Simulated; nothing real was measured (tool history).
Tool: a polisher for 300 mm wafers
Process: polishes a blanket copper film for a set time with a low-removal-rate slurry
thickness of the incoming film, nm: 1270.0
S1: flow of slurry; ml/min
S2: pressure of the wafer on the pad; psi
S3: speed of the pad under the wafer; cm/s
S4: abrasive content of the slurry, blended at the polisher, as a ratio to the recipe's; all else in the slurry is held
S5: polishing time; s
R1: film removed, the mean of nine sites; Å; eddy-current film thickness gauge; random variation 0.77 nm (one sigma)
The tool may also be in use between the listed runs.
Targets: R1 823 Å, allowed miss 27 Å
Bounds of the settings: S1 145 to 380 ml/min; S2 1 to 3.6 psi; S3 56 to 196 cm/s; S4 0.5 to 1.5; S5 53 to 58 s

{"run": 1, "hour": 0.0, "S1": 245, "S2": 2.3, "S3": 126, "S4": 1, "S5": 58, "R1": 1567.6}
{"run": 2, "hour": 0.6, "S1": 245, "S2": 1.9, "S3": 122, "S4": 1, "S5": 58, "R1": 1252.3}
{"run": 3, "hour": 2.7, "S1": 245, "S2": 1.9, "S3": 122, "S4": 1, "S5": 58, "R1": 1239.7}
{"run": 4, "hour": 5.2, "S1": 195, "S2": 1.9, "S3": 122, "S4": 1, "S5": 58, "R1": 1233.8}
{"run": 5, "hour": 13.8, "S1": 195, "S2": 1.6, "S3": 122, "S4": 1, "S5": 58, "R1": 1030.4}
{"run": 6, "hour": 19.6, "S1": 195, "S2": 1.6, "S3": 122, "S4": 0.85, "S5": 58, "R1": 1003.7}
{"run": 7, "hour": 26.4, "S1": 195, "S2": 1.1, "S3": 120, "S4": 0.85, "S5": 58, "R1": 690.63}
{"run": 8, "hour": 31.1, "S1": 195, "S2": 1.2, "S3": 120, "S4": 0.85, "S5": 58, "R1": 741.38}

5 next moves are on the table. One of them brings every result within its allowed miss. Which?
{"run": "A", "hour": 35.8, "S1": 205, "S2": 1.2, "S3": 130, "S4": 0.75, "S5": 54, "R1": "?"}
{"run": "B", "hour": 35.8, "S1": 205, "S2": 1.5, "S3": 114, "S4": 0.85, "S5": 57, "R1": "?"}
{"run": "C", "hour": 35.8, "S1": 215, "S2": 1.5, "S3": 124, "S4": 0.75, "S5": 54, "R1": "?"}
{"run": "D", "hour": 35.8, "S1": 220, "S2": 1.1, "S3": 142, "S4": 1.1, "S5": 54, "R1": "?"}
{"run": "E", "hour": 35.8, "S1": 170, "S2": 1.1, "S3": 134, "S4": 0.9, "S5": 58, "R1": "?"}

move=A R1=760.98
move=B R1=893.36
move=C R1=904.55
move=D R1=826.41
move=E R1=776.4
A: nearer than the last run, and not there yet
B: takes the result that was furthest off past its target
C: takes the result that was furthest off past its target
D: meets every target
E: nearer than the last run, and not there yet
The right move is D.

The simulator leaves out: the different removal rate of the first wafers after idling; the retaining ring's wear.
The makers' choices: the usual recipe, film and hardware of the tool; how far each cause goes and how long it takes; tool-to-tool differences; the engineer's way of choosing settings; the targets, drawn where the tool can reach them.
